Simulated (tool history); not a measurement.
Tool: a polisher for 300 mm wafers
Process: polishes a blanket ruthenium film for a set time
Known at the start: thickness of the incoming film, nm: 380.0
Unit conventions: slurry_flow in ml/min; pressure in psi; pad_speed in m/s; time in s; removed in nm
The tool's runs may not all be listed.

run,hour,slurry_flow,pressure,pad_speed,time,removed
1,0,265,1.7,0.78,77,58.279
2,7.9,265,1.9,0.78,77,62.36
3,16.4,260,1.7,0.78,77,57.872
4,21.8,310,1.7,0.78,77,59.39
5,24,290,1.5,0.78,77,53.133
6,24.6,290,1.5,0.78,81,56.988
7,26.1,290,1.5,0.78,81,57.393
8,32,275,1.3,0.78,81,51.599
9,33.9,275,0.8,0.78,81,38.777

Run 10 is up next; what results do you expect?
10,35.7,285,0.8,0.78,81,?

Logged for run 10: removed 39.543 nm.
